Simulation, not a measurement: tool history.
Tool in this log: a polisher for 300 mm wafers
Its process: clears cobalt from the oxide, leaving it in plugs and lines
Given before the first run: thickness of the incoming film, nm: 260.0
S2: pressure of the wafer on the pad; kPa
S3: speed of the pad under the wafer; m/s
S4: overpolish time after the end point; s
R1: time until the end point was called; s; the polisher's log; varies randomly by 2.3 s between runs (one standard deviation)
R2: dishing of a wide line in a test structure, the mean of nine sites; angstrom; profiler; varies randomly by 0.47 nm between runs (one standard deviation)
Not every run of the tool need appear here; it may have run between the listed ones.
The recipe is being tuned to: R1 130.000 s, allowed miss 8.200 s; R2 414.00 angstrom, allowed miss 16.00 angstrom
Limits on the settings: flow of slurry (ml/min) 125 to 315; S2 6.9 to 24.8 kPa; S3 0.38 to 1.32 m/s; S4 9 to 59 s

run 1 hour=0.0 | flow_of_slurry_(ml/min)=205 S2=15.9 S3=0.84 S4=30 | R1=59.400 R2=496.94
run 2 hour=8.2 | flow_of_slurry_(ml/min)=205 S2=13.8 S3=0.84 S4=30 | R1=65.884 R2=482.92
run 3 hour=15.6 | flow_of_slurry_(ml/min)=205 S2=13.8 S3=0.74 S4=30 | R1=74.293 R2=467.02
run 4 hour=21.0 | flow_of_slurry_(ml/min)=205 S2=13.8 S3=0.74 S4=39 | R1=73.023 R2=496.74
run 5 hour=21.5 | flow_of_slurry_(ml/min)=205 S2=13.8 S3=0.74 S4=27 | R1=74.009 R2=446.09
run 6 hour=28.5 | flow_of_slurry_(ml/min)=205 S2=12.4 S3=0.70 S4=30 | R1=86.850 R2=448.34
run 7 hour=30.4 | flow_of_slurry_(ml/min)=205 S2=11.0 S3=0.70 S4=30 | R1=93.533 R2=427.66
run 8 hour=36.7 | flow_of_slurry_(ml/min)=205 S2=10.3 S3=0.68 S4=32 | R1=99.365 R2=424.62
run 9 hour=41.7 | flow_of_slurry_(ml/min)=205 S2=9.7 S3=0.66 S4=34 | R1=112.340 R2=409.41
run 10 hour=48.1 | flow_of_slurry_(ml/min)=205 S2=9.7 S3=0.66 S4=36 | R1=110.330 R2=432.36
run 11 hour=54.5 | flow_of_slurry_(ml/min)=205 S2=6.9 S3=0.64 S4=35 | R1=149.600 R2=376.99
run 12 hour=61.1 | flow_of_slurry_(ml/min)=205 S2=6.9 S3=0.64 S4=35 | R1=148.980 R2=365.77
run 13 hour=64.4 | flow_of_slurry_(ml/min)=205 S2=9.0 S3=0.66 S4=49 | R1=118.380 R2=471.14
run 14 hour=65.7 | flow_of_slurry_(ml/min)=205 S2=9.0 S3=0.66 S4=47 | R1=121.210 R2=471.00
run 15 hour=70.1 | flow_of_slurry_(ml/min)=205 S2=9.0 S3=0.66 S4=45 | R1=115.780 R2=464.28
run 16 hour=76.0 | flow_of_slurry_(ml/min)=205 S2=6.9 S3=0.62 S4=32 | R1=153.730 R2=350.44
run 17 hour=84.1 | flow_of_slurry_(ml/min)=205 S2=7.6 S3=0.62 S4=34 | R1=144.900 R2=375.75
run 18 hour=84.9 | flow_of_slurry_(ml/min)=205 S2=7.6 S3=0.62 S4=35 | R1=141.430 R2=379.17
run 19 hour=88.1 | flow_of_slurry_(ml/min)=205 S2=7.6 S3=0.62 S4=36 | R1=146.660 R2=380.59
run 20 hour=93.5 | flow_of_slurry_(ml/min)=205 S2=7.6 S3=0.62 S4=37 | R1=142.080 R2=389.24

Below are 5 possible settings for the next run. Only one of them brings all results inside the allowed miss of their targets. Which is it?
run A hour=98.9 | flow_of_slurry_(ml/min)=215 S2=8.3 S3=0.74 S4=28 | R1=? R2=?
run B hour=98.9 | flow_of_slurry_(ml/min)=220 S2=9.0 S3=0.58 S4=39 | R1=? R2=?
run C hour=98.9 | flow_of_slurry_(ml/min)=195 S2=11.7 S3=0.38 S4=38 | R1=? R2=?
run D hour=98.9 | flow_of_slurry_(ml/min)=175 S2=8.3 S3=0.64 S4=31 | R1=? R2=?
run E hour=98.9 | flow_of_slurry_(ml/min)=195 S2=7.6 S3=0.64 S4=47 | R1=? R2=?

move=A R1=114.160 R2=378.94
move=B R1=133.710 R2=413.01
move=C R1=159.110 R2=375.94
move=D R1=134.810 R2=367.16
move=E R1=141.990 R2=436.07
A: its largest miss is bigger than the last run's
B: every result within its allowed miss
C: its largest miss is bigger than the last run's
D: its largest miss is bigger than the last run's
E: the result that was furthest off in the last run now lies on the other side of its target
Go with B: it meets all targets.
